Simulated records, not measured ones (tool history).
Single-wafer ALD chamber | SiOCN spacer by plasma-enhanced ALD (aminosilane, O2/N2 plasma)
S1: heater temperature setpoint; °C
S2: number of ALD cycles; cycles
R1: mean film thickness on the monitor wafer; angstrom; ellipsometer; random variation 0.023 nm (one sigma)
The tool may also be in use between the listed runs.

Run 1, hour 0.0: S1 405 °C, S2 91 cycles. Result: R1 52.245 angstrom.
Run 2, hour 3.6: S1 405 °C, S2 102 cycles. Result: R1 59.007 angstrom.
Run 3, hour 10.5: S1 409 °C, S2 102 cycles. Result: R1 58.039 angstrom.
Run 4, hour 12.2: S1 408 °C, S2 103 cycles. Result: R1 58.846 angstrom.
Run 5, hour 19.2: S1 401 °C, S2 103 cycles. Result: R1 59.909 angstrom.
Run 6, hour 27.9: S1 410 °C, S2 103 cycles. Result: R1 58.697 angstrom.
Run 7, hour 31.5: S1 410 °C, S2 104 cycles. Result: R1 59.105 angstrom.

The next listed run, before its measurement:
At hour 39.4: thermocouple changed; heater temperature recalibrated.
Run 8, hour 39.4: S1 409 °C, S2 105 cycles. Result: R1 ?.

R1: 60.494 angstrom
